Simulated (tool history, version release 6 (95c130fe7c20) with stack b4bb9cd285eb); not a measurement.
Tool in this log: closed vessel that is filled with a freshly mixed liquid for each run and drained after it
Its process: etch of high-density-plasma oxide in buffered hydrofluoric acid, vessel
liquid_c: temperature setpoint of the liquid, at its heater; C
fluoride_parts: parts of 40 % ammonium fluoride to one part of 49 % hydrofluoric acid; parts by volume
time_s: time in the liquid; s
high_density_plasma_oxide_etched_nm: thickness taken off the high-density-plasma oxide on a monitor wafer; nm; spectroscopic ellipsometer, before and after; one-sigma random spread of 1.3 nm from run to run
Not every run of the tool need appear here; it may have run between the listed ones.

| run | hour | liquid_c | fluoride_parts | time_s | high_density_plasma_oxide_etched_nm |
|---|---|---|---|---|---|
| 1 | 0.0 | 25.0 | 12.5 | 105 | 184.79 |
| 2 | 5.3 | 27.0 | 12.5 | 105 | 203.78 |
| 3 | 12.7 | 29.0 | 12.5 | 105 | 228.71 |
| 4 | 16.4 | 30.5 | 12.5 | 105 | 245.19 |
| 5 | 17.2 | 28.5 | 12.5 | 105 | 220.82 |
| 6 | 22.1 | 29.0 | 12.5 | 105 | 227.68 |
| 7 | 23.5 | 29.5 | 12.5 | 105 | 233.99 |

Forecast run 8:
| 8 | 30.9 | 30.0 | 12.5 | 105 | ? |

Logged for run 8: high_density_plasma_oxide_etched_nm 239.71 nm.
